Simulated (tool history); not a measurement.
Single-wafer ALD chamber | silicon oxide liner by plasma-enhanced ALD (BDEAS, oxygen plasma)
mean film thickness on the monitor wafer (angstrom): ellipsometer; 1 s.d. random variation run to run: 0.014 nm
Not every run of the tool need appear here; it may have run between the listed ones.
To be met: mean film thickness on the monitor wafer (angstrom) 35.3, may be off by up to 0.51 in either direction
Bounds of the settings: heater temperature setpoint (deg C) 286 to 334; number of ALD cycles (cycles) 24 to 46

run	day	heater temperature setpoint (deg C)	number of ALD cycles (cycles)	mean film thickness on the monitor wafer (angstrom)
1	0	310	35	29.607
2	0.271	302	35	29.934
3	0.367	302	33	28.224
4	0.612	297	33	28.976
5	0.762	301	33	28.41
6	1.004	295	33	28.797
7	1.121	294	34	30.05
8	1.371	293	35	30.986
9	1.717	292	36	32.058
10	1.762	291	36	32.177
11	1.954	290	36	32.362
12	2.1	288	37	33.409
13	2.433	287	38	34.506

Which single option among these 5 for the next run brings every result within its allowed miss of target? Just one does.
A	2.767	288	37	?
B	2.767	298	39	?
C	2.767	286	37	?
D	2.767	299	41	?
E	2.767	286	40	?

move	mean film thickness on the monitor wafer (angstrom)
A	33.554
B	33.971
C	33.819
D	35.566
E	36.561
A: misses by more than the last run did
B: misses by more than the last run did
C: misses by more than the last run did
D: in spec on every target
E: moves the result that the last run missed by most past its target, out the other side
Move D is the one to make.
